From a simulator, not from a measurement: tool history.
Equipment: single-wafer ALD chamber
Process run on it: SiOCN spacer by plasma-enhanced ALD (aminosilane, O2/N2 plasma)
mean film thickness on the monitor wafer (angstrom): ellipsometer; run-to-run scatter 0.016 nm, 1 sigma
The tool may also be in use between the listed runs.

run    day  heater temperature setpoint (K)  number of ALD cycles (cycles)  mean film thickness on the monitor wafer (angstrom)
  1  0.000                           663.15                             88                                               56.078
  2  0.288                           663.15                             92                                               59.052
  3  0.358                           663.15                             89                                               56.741
  4  0.558                           655.15                             89                                               56.838
  5  0.675                           645.15                             89                                               56.960
  6  0.783                           645.15                            100                                               64.095
  7  1.029                           645.15                             96                                               61.706
  8  1.288                           645.15                             92                                               58.895
  9  1.404                           645.15                             89                                               56.984
 10  1.479                           645.15                             86                                               55.045
 11  1.692                           645.15                             84                                               53.804
 12  1.958                           645.15                             82                                               52.545
 13  2.121                           645.15                             80                                               50.941

Run 14 has not been measured yet. What should we expect?
 14  2.212                           645.15                             79                                                    ?

Run 14 produced mean film thickness on the monitor wafer (angstrom) 50.325.

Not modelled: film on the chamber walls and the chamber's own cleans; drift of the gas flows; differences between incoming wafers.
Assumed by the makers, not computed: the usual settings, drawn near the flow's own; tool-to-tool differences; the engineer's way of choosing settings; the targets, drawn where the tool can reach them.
